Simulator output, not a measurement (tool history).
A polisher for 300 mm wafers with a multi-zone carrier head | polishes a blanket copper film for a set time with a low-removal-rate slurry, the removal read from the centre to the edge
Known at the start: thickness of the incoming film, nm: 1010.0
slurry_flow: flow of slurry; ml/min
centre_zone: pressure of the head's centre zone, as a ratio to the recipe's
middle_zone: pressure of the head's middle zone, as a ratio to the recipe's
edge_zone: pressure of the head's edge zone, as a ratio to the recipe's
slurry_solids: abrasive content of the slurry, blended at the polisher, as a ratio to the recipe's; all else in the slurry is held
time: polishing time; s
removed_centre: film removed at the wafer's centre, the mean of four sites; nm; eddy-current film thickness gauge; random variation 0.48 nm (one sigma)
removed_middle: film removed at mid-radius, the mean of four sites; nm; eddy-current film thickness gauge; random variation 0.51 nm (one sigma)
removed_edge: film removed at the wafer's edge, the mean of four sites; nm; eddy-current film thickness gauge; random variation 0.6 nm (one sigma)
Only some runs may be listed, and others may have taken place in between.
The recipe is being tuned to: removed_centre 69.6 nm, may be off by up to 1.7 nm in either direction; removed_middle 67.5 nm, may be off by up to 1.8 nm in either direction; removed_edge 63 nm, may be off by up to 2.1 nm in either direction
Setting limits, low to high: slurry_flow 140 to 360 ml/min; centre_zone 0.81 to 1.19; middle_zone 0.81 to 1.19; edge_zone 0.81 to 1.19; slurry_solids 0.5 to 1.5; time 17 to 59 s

run	hour	slurry_flow	centre_zone	middle_zone	edge_zone	slurry_solids	time	removed_centre	removed_middle	removed_edge
1	0	230	1	1	1	1	38	94.967	95.243	93.902
2	6	230	1	1	0.98	0.95	37	91.12	90.669	89.409
3	14.7	230	1	1	0.96	0.9	36	88.41	86.48	84.02
4	18.1	230	1	1.04	0.96	0.9	36	88.447	91.346	86.18
5	24.9	230	1	1.04	0.96	1	36	90.374	92.277	87.509
6	30.1	230	1	1.04	0.96	1	27	66.377	68.456	65.238
7	37.8	230	1	1.04	0.95	1	27	67.444	68.814	65.112
8	43.1	230	1	1.04	0.95	1	27	68.033	68.614	65.441

5 next moves are on the table. One of them brings every result within its allowed miss. Which?
A	48.4	220	0.95	1	0.94	1.1	28	?	?	?
B	48.4	285	1.11	1.11	0.92	0.75	26	?	?	?
C	48.4	235	1.05	1.03	0.89	1.05	26	?	?	?
D	48.4	270	0.99	1.06	0.84	0.8	27	?	?	?
E	48.4	215	1.02	0.96	1.02	1.05	28	?	?	?

move	removed_centre	removed_middle	removed_edge
A	67.713	70.576	69.644
B	70.013	67.891	60.167
C	69.511	67.085	62.812
D	65.301	68.386	60.574
E	71.657	67.215	71.513
A: lands further from the targets than the last run did
B: takes the result that was furthest off past its target
C: meets every target
D: takes the result that was furthest off past its target
E: lands further from the targets than the last run did
C is the move that brings every result within its allowed miss.

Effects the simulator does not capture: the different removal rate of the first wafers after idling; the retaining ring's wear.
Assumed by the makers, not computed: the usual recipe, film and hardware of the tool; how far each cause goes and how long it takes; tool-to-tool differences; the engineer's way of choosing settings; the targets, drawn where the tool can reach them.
